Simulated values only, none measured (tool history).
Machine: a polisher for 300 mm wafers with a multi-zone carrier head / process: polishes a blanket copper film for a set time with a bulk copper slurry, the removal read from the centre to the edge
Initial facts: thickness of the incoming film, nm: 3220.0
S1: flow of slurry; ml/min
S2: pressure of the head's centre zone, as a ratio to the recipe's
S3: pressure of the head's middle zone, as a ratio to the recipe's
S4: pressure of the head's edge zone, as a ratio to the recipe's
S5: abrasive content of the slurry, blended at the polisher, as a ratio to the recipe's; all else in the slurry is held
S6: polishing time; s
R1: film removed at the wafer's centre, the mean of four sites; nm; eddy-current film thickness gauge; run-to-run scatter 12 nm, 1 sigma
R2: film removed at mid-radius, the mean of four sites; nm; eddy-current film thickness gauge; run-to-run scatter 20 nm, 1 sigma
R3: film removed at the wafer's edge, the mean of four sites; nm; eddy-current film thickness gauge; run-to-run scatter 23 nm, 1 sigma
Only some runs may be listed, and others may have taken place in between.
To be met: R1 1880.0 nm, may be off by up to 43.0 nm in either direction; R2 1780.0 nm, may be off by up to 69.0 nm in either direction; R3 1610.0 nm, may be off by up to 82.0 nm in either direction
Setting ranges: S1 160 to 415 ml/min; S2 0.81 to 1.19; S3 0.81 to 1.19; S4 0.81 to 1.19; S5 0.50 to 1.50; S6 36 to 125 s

run	day	S1	S2	S3	S4	S5	S6	R1	R2	R3
1	0.000	265	1.00	1.00	1.00	1.00	80	1200.3	1205.9	1235.0
2	0.054	285	1.05	1.04	1.01	1.15	83	1370.8	1358.9	1343.7
3	0.400	300	1.09	1.07	1.02	1.25	84	1483.9	1423.1	1377.6
4	0.558	310	1.11	1.10	1.03	1.30	86	1567.5	1511.0	1447.2
5	0.646	320	1.13	1.12	1.03	1.35	87	1635.9	1559.6	1446.7
6	0.775	325	1.14	1.14	1.05	1.40	88	1707.2	1609.2	1517.3
7	1.117	330	1.15	1.15	1.05	1.45	89	1757.8	1666.5	1611.7
8	1.362	330	1.15	1.15	1.05	1.45	89	1767.5	1637.5	1585.6

Of the 4 settings listed for the next run, only one would bring every result within its allowed miss of target. Which one?
A	1.608	330	1.17	1.18	1.00	1.30	96	?	?	?
B	1.608	350	1.15	1.19	0.97	1.30	92	?	?	?
C	1.608	325	1.14	1.19	0.94	1.30	91	?	?	?
D	1.608	325	1.16	0.98	1.19	1.50	86	?	?	?

move	R1	R2	R3
A	1870.4	1763.9	1608.3
B	1768.8	1707.2	1523.0
C	1725.5	1681.0	1479.0
D	1721.6	1438.6	1635.9
A: meets every target
B: no nearer and no further than the last run
C: its largest miss is bigger than the last run's
D: its largest miss is bigger than the last run's
Move A is the one to make.
